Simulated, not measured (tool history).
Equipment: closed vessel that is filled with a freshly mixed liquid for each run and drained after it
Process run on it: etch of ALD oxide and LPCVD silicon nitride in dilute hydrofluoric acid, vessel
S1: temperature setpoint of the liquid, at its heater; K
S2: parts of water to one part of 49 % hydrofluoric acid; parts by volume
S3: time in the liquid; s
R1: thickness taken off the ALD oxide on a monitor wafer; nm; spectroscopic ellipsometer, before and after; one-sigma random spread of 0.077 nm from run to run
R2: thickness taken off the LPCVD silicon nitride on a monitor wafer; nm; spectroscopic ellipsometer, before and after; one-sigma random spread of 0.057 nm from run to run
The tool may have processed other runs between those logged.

Run 1, day 0.000: S1 295.15 K, S2 220 parts by volume, S3 80 s. Result: R1 4.7737 nm, R2 0.16192 nm.
Run 2, day 0.258: S1 293.15 K, S2 220 parts by volume, S3 80 s. Result: R1 4.4675 nm, R2 0.14300 nm.
Run 3, day 0.375: S1 295.65 K, S2 190 parts by volume, S3 80 s. Result: R1 5.8951 nm, R2 0.22169 nm.
Run 4, day 0.625: S1 295.65 K, S2 140 parts by volume, S3 80 s. Result: R1 8.5732 nm, R2 0.27159 nm.
Run 5, day 0.804: S1 295.65 K, S2 200 parts by volume, S3 80 s. Result: R1 5.4788 nm, R2 0.21733 nm.
Run 6, day 1.171: S1 296.15 K, S2 175 parts by volume, S3 80 s. Result: R1 6.5875 nm, R2 0.21914 nm.
Run 7, day 1.396: S1 296.15 K, S2 175 parts by volume, S3 80 s. Result: R1 6.6209 nm, R2 0.23909 nm.
Run 8, day 1.629: S1 296.15 K, S2 175 parts by volume, S3 80 s. Result: R1 6.6582 nm, R2 0.18557 nm.
Run 9, day 1.933: S1 296.65 K, S2 160 parts by volume, S3 80 s. Result: R1 7.5100 nm, R2 0.25743 nm.
Run 10, day 2.004: S1 300.65 K, S2 105 parts by volume, S3 80 s. Result: R1 14.3070 nm, R2 0.48756 nm.
Run 11, day 2.092: S1 300.15 K, S2 105 parts by volume, S3 80 s. Result: R1 13.9300 nm, R2 0.50293 nm.
Run 12, day 2.242: S1 299.65 K, S2 105 parts by volume, S3 80 s. Result: R1 13.5370 nm, R2 0.56199 nm.

What will run 13 give?
Run 13, day 2.492: S1 299.15 K, S2 105 parts by volume, S3 80 s. Result: R1 ?, R2 ?.

{"run 13": {"R1": 13.609, "R2": 0.51347}}
